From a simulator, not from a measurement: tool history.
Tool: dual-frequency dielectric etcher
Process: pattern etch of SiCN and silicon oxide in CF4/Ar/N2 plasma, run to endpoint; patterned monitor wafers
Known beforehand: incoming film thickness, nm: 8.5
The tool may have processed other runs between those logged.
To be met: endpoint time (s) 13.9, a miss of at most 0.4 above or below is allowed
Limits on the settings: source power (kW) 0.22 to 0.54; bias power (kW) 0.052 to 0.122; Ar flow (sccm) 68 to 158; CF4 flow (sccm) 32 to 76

run,hour,source power (kW),bias power (kW),Ar flow (sccm),CF4 flow (sccm),endpoint time (s)
1,0,0.38,0.087,113,54,10.894
2,1.1,0.35,0.086,113,54,11.383
3,7.7,0.32,0.085,114,54,12.075
4,14.8,0.3,0.084,114,54,12.585
5,22.1,0.3,0.084,122,54,12.649
6,27.6,0.29,0.083,122,54,13.178
7,28.5,0.28,0.083,122,54,13.205
8,35.4,0.27,0.083,122,54,13.675

Consider the 4 candidate settings below. Which is the only one whose results all fall within their allowed miss of target?
A,42.3,0.24,0.079,127,48,?
B,42.3,0.25,0.083,85,54,?
C,42.3,0.26,0.087,116,68,?
D,42.3,0.23,0.091,131,59,?

move,endpoint time (s)
A,14.924
B,13.353
C,13.033
D,14.063
A: the result that was furthest off in the last run now lies on the other side of its target
B: misses by more than the last run did
C: misses by more than the last run did
D: every result lands within tolerance
So the answer is move D, the one that meets all the targets.

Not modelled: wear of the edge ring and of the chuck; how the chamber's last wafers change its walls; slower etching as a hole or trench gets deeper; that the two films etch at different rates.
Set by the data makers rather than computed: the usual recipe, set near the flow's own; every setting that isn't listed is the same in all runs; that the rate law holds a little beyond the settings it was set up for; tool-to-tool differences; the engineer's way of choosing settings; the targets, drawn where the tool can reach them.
